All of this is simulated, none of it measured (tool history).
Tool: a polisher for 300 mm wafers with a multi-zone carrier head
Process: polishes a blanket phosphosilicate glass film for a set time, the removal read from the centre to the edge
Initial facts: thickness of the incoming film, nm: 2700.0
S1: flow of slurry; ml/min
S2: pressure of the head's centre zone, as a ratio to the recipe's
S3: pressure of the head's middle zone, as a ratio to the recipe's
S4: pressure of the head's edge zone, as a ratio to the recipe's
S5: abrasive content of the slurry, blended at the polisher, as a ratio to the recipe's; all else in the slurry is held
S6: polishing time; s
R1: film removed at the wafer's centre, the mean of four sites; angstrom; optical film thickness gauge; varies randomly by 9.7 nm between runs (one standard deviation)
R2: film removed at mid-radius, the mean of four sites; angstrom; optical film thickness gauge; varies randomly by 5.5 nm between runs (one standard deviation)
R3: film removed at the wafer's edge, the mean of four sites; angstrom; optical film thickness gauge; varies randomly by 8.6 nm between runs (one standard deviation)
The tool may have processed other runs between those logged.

run,hour,S1,S2,S3,S4,S5,S6,R1,R2,R3
1,0.0,185,1.00,1.00,1.00,1.00,55,6183.9,6251.9,6331.4
2,3.8,200,1.05,1.02,1.05,1.05,55,6994.0,6456.8,6535.8
3,12.2,200,1.05,1.02,1.05,1.25,55,7372.3,7128.5,6954.4
4,15.4,200,1.05,1.02,1.05,1.25,50,6706.4,6412.4,6450.4
5,16.1,200,1.12,1.02,1.05,1.25,50,7120.1,6326.8,6441.6
6,24.5,205,1.11,1.02,1.09,1.35,51,7583.3,6602.7,7055.8
7,31.6,220,1.11,1.04,1.10,1.40,51,7701.1,6934.8,7138.3
8,37.7,225,1.12,1.05,1.12,1.45,51,8079.9,7122.0,7302.5
9,45.2,230,1.11,1.05,1.14,1.45,51,7708.1,7172.9,7311.5
10,50.2,230,1.12,1.05,1.15,1.45,51,8034.4,6999.5,7470.7
11,50.9,230,1.12,1.05,1.15,1.45,51,8005.6,7082.4,7479.4
12,57.4,235,1.12,1.06,1.16,1.45,51,7988.7,7210.1,7618.1
13,58.1,240,1.13,1.06,1.16,1.45,51,8039.9,7204.7,7513.9

Forecast run 14:
14,64.2,240,1.13,1.06,1.16,1.45,51,?,?,?

Logged for run 14: R1 8115.3 angstrom, R2 7124.4 angstrom, R3 7540.1 angstrom.

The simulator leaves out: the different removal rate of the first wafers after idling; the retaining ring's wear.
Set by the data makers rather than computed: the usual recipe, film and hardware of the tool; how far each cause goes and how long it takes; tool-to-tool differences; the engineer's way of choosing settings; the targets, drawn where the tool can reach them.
